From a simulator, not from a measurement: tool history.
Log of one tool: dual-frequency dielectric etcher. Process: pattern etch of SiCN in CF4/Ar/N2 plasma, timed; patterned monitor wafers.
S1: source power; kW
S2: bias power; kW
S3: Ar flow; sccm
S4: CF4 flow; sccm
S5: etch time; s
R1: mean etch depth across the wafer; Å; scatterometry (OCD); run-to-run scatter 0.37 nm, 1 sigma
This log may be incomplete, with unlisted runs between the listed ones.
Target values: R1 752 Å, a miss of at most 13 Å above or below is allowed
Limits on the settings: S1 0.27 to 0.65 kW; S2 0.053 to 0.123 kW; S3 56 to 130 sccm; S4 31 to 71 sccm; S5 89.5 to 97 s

run,hour,S1,S2,S3,S4,S5,R1
1,0,0.46,0.088,93,51,97,863.48
2,2.5,0.46,0.088,99,51,97,853.17
3,10.3,0.46,0.088,99,47,97,844.51
4,17.6,0.53,0.088,99,47,97,961.14
5,21.4,0.53,0.088,91,47,97,975.14
6,27.8,0.59,0.088,91,47,97,1071.8
7,30.3,0.53,0.087,91,47,97,980.2
8,33.4,0.49,0.086,91,47,97,907.29
9,39.5,0.39,0.085,91,47,97,730.53

Which one of the following 5 next-run settings gets every result inside its allowed miss? There is exactly one.
A,45.6,0.39,0.096,95,52,91,?
B,45.6,0.39,0.078,93,47,97,?
C,45.6,0.39,0.092,79,51,97,?
D,45.6,0.43,0.093,97,50,89.5,?
E,45.6,0.36,0.104,101,54,97,?

move,R1
A,715.11
B,703.28
C,771.21
D,754.42
E,725.33
A: further off than the last run
B: further off than the last run
C: carries the result that was furthest off beyond its target, to the other side
D: in spec on every target
E: further off than the last run
Go with D: it meets all targets.
